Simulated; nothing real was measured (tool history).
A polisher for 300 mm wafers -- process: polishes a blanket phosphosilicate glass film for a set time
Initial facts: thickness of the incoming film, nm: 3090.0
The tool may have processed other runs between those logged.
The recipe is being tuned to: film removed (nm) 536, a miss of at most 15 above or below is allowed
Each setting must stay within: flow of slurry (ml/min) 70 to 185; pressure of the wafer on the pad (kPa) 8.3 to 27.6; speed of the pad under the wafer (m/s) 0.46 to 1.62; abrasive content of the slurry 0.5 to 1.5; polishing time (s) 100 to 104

run  hour  flow of slurry (ml/min)  pressure of the wafer on the pad (kPa)  speed of the pad under the wafer (m/s)  abrasive content of the slurry  polishing time (s)  film removed (nm)
  1     0                      120                                    17.9                                    1.04                               1                 100             699.36
  2   6.3                      120                                    17.9                                    1.04                               1                 104              726.6
  3  14.3                      115                                    17.2                                    1.04                               1                 104             698.41
  4    18                      115                                    17.2                                    1.04                            0.85                 104              647.2
  5  20.6                      110                                    16.5                                    1.04                            0.85                 104             602.85
  6  26.5                      110                                    16.5                                    1.04                            0.85                 100             588.07
  7  31.8                      105                                    16.5                                    1.04                            0.85                 100             573.56
  8  37.5                      100                                    16.5                                    1.04                            0.85                 100             571.33
  9  45.1                       95                                    16.5                                    1.04                            0.85                 100             571.57

Below are 5 possible settings for the next run. Only one of them brings all results inside the allowed miss of their targets. Which is it?
  A  52.7                      140                                    17.9                                    0.84                             0.9                 102                  ?
  B  52.7                       90                                    10.3                                    1.18                            1.15                 101                  ?
  C  52.7                       85                                    16.5                                    1.02                             0.8                 103                  ?
  D  52.7                      135                                    15.9                                    0.92                             1.1                 100                  ?
  E  52.7                       90                                    11.7                                    1.18                            0.95                 100                  ?

move  film removed (nm)
   A             593.14
   B             509.48
   C             544.06
   D             622.56
   E             504.47
A: moves away from the targets compared with the last run
B: takes the biggest miss from the last run beyond its target
C: every result within its allowed miss
D: moves away from the targets compared with the last run
E: takes the biggest miss from the last run beyond its target
Move C is the one to make.
